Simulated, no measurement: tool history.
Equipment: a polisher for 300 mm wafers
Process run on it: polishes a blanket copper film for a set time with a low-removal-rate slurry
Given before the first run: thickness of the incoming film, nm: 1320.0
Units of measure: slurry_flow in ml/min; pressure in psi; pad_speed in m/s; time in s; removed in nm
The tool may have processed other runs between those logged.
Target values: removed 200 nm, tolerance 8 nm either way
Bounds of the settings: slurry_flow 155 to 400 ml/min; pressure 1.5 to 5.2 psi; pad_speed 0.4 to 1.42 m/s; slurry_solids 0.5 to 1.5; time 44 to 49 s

run	hour	slurry_flow	pressure	pad_speed	slurry_solids	time	removed
1	0	255	3.3	0.9	1	49	152.64
2	6.2	255	3.5	0.9	1	49	162.42
3	14.1	255	4	0.9	1	49	188.37
4	17.3	255	3.7	0.9	1	49	173.71
5	25.6	255	3.7	0.9	0.8	49	162.96
6	27.5	255	3.9	0.9	0.8	49	167.68
7	33	255	4	0.9	0.8	49	174.16
8	33.7	255	4.1	0.9	0.8	49	178.14

Pick the move, out of 4, that brings all results within their allowed miss; only one does.
A	34.4	275	3.8	1.1	0.75	49	?
B	34.4	340	4.8	0.92	0.8	49	?
C	34.4	310	4.5	0.98	0.9	49	?
D	34.4	215	4	1.1	1.2	46	?

move	removed
A	195.17
B	214.78
C	221.53
D	219.04
A: hits every target within its allowed miss
B: takes the result that was furthest off past its target
C: takes the result that was furthest off past its target
D: takes the result that was furthest off past its target
Move A is the one to make.
